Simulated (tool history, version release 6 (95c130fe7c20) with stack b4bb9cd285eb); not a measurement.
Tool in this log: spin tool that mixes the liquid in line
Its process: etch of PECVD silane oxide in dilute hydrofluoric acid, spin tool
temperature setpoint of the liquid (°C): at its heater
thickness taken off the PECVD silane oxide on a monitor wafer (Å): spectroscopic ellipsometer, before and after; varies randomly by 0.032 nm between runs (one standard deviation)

run,hour,temperature setpoint of the liquid (°C),parts of water to one part of 49 % hydrofluoric acid (parts by volume),time under the liquid (s),thickness taken off the PECVD silane oxide on a monitor wafer (Å)
1,0,23,140,40,59.589
2,1.3,24.5,140,40,62.975
3,2.2,24.5,140,40,62.866
4,7,22.5,150,40,52.924
5,9.5,22.5,150,25,34.126
# hour 15.1: thermometer replaced
6,15.1,22.5,125,25,44.645
7,22,22,125,25,42.863

Run 8 has not been measured yet. What should we expect?
8,22.9,21.5,125,25,?

Logged for run 8: thickness taken off the PECVD silane oxide on a monitor wafer (Å) 42.03.
